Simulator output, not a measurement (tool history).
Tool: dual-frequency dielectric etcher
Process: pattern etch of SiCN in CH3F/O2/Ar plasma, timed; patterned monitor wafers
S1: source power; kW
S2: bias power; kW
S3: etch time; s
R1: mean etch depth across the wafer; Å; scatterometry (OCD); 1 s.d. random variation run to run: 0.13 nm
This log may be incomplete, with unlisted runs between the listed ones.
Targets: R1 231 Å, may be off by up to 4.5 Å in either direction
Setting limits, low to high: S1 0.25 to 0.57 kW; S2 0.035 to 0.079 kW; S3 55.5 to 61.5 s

run,hour,S1,S2,S3,R1
1,0,0.41,0.057,61.5,196.44
2,3.9,0.43,0.058,61.5,200.36
3,11.3,0.45,0.059,61.5,206.12
4,20.3,0.48,0.059,61.5,209.43
# hour 27.6: source power generator calibrated
5,27.6,0.48,0.051,61.5,201.71
6,29.8,0.48,0.051,55.5,185.26
7,37.8,0.49,0.054,56,189.16
8,42.3,0.5,0.057,56.5,196.36

Which single option among these 5 for the next run brings every result within its allowed miss of target? Just one does.
A,46.8,0.5,0.058,61.5,?
B,46.8,0.5,0.063,59.5,?
C,46.8,0.53,0.069,58.5,?
D,46.8,0.52,0.073,60,?
E,46.8,0.49,0.068,59.5,?

move,R1
A,214.02
B,212.86
C,220.29
D,228.87
E,216.95
A: gains on the last run, yet a result remains outside its allowed miss
B: gains on the last run, yet a result remains outside its allowed miss
C: gains on the last run, yet a result remains outside its allowed miss
D: hits every target within its allowed miss
E: gains on the last run, yet a result remains outside its allowed miss
So the answer is move D, the one that meets all the targets.
